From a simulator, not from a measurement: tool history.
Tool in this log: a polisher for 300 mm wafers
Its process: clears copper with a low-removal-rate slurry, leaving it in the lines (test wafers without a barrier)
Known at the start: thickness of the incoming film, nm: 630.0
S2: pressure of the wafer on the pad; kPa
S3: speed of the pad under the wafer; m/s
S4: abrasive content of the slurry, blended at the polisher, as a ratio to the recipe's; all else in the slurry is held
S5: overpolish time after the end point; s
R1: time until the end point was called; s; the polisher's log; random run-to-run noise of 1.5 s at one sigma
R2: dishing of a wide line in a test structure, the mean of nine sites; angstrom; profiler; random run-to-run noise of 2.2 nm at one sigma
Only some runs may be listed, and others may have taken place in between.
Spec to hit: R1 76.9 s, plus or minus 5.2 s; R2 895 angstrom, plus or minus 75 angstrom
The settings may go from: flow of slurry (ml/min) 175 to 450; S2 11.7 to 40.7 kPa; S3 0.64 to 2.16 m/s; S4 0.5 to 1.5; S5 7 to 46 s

{"run": 1, "day": 0.0, "flow of slurry (ml/min)": 290, "S2": 26.2, "S3": 1.4, "S4": 1, "S5": 24, "R1": 111.22, "R2": 690.2}
{"run": 2, "day": 0.175, "flow of slurry (ml/min)": 290, "S2": 26.2, "S3": 1.4, "S4": 1.1, "S5": 24, "R1": 104.89, "R2": 718.11}
{"run": 3, "day": 0.312, "flow of slurry (ml/min)": 290, "S2": 26.2, "S3": 1.4, "S4": 1.2, "S5": 24, "R1": 105.4, "R2": 751.66}
{"run": 4, "day": 0.462, "flow of slurry (ml/min)": 290, "S2": 28.3, "S3": 1.42, "S4": 1.2, "S5": 24, "R1": 95.161, "R2": 765.42}
{"run": 5, "day": 0.825, "flow of slurry (ml/min)": 290, "S2": 29.6, "S3": 1.44, "S4": 1.2, "S5": 25, "R1": 87.362, "R2": 828.06}
{"run": 6, "day": 0.921, "flow of slurry (ml/min)": 290, "S2": 29.6, "S3": 1.44, "S4": 1.05, "S5": 25, "R1": 94.218, "R2": 789.9}
{"run": 7, "day": 1.017, "flow of slurry (ml/min)": 290, "S2": 29.6, "S3": 1.44, "S4": 1.05, "S5": 25, "R1": 92.856, "R2": 800.74}
{"run": 8, "day": 1.129, "flow of slurry (ml/min)": 290, "S2": 31, "S3": 1.44, "S4": 1.05, "S5": 25, "R1": 89.329, "R2": 836.11}
{"run": 9, "day": 1.192, "flow of slurry (ml/min)": 290, "S2": 31.7, "S3": 1.44, "S4": 1.05, "S5": 25, "R1": 85.453, "R2": 825.73}
{"run": 10, "day": 1.371, "flow of slurry (ml/min)": 290, "S2": 32.4, "S3": 1.44, "S4": 1.05, "S5": 25, "R1": 85.712, "R2": 844.22}
{"run": 11, "day": 1.396, "flow of slurry (ml/min)": 290, "S2": 33.1, "S3": 1.44, "S4": 1.05, "S5": 25, "R1": 82.766, "R2": 850.92}

Exercise: of the 4 proposed moves below, exactly one satisfies all targets within the stated allowed misses. Which move is it?
{"run": "A", "day": 1.421, "flow of slurry (ml/min)": 330, "S2": 31, "S3": 1.32, "S4": 1.1, "S5": 27, "R1": "?", "R2": "?"}
{"run": "B", "day": 1.421, "flow of slurry (ml/min)": 295, "S2": 35.2, "S3": 1.34, "S4": 1.35, "S5": 17, "R1": "?", "R2": "?"}
{"run": "C", "day": 1.421, "flow of slurry (ml/min)": 335, "S2": 40, "S3": 1.32, "S4": 0.9, "S5": 24, "R1": "?", "R2": "?"}
{"run": "D", "day": 1.421, "flow of slurry (ml/min)": 285, "S2": 32.4, "S3": 1.36, "S4": 1.1, "S5": 20, "R1": "?", "R2": "?"}

move=A R1=92.749 R2=835.12
move=B R1=77.016 R2=717.52
move=C R1=76.82 R2=885.52
move=D R1=87.58 R2=728.82
A: lands further from the targets than the last run did
B: meets the target for the result that was furthest off, but another lies outside its allowed miss
C: all results in spec
D: lands further from the targets than the last run did
Move C is the one to make.
